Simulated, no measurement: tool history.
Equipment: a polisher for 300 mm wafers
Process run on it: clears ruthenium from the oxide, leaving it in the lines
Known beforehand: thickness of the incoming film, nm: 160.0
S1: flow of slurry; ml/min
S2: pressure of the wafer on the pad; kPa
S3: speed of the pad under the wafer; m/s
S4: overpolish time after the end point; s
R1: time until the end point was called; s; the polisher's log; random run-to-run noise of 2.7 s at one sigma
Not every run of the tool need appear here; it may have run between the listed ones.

| run | hour | S1 | S2 | S3 | S4 | R1 |
|---|---|---|---|---|---|---|
| 1 | 0 | 155 | 15.9 | 0.98 | 24 | 137.55 |
| 2 | 4.6 | 155 | 14.5 | 0.98 | 24 | 154.89 |
| 3 | 11.9 | 155 | 17.9 | 0.98 | 24 | 123.98 |
| 4 | 13.5 | 155 | 16.5 | 0.98 | 24 | 137.62 |
| 5 | 21.1 | 155 | 18.6 | 0.98 | 24 | 120.01 |
| 6 | 26.6 | 155 | 16.5 | 0.98 | 24 | 134.85 |

Forecast run 7:
| 7 | 31.2 | 155 | 15.2 | 0.98 | 24 | ? |

{"run 7": {"R1": 146.39}}
